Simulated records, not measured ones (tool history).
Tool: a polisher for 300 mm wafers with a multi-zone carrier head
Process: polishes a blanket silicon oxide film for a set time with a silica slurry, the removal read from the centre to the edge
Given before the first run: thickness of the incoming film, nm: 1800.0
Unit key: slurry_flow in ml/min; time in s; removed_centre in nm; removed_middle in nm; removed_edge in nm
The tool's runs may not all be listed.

run	day	slurry_flow	centre_zone	middle_zone	edge_zone	slurry_solids	time	removed_centre	removed_middle	removed_edge
1	0	160	1	1	1	1	49	191.8	197.42	182.63
2	0.317	160	1	1	1.06	1	49	189.36	200.16	193.26
3	0.579	160	1	1	1.09	1	49	188.21	199.29	196.11
4	0.783	155	1	1	1.07	1	49	189.39	197.13	196.3
5	0.921	155	1	1	1.05	1	49	188.27	192.94	189.21
6	1.279	155	1.06	1	1.05	1	49	202.7	193.91	193.16
7	1.475	150	1.05	1	1.03	1	49	195.65	190.88	188.57
8	1.742	150	1.05	1	1.02	1	49	199.64	194.09	183.48
9	1.929	145	1.05	1	1.02	1	49	196.08	194.32	187.15
10	2.138	145	1.05	1	1.01	1	49	194.47	193.22	185.74
11	2.483	145	1.05	1	1	1	49	195.43	192.54	179.95

Run 12 is up next; what results do you expect?
12	2.762	140	1.05	1	1	1	49	?	?	?

Run 12 came out at removed_centre 191.47 nm, removed_middle 191.1 nm, removed_edge 183.37 nm.
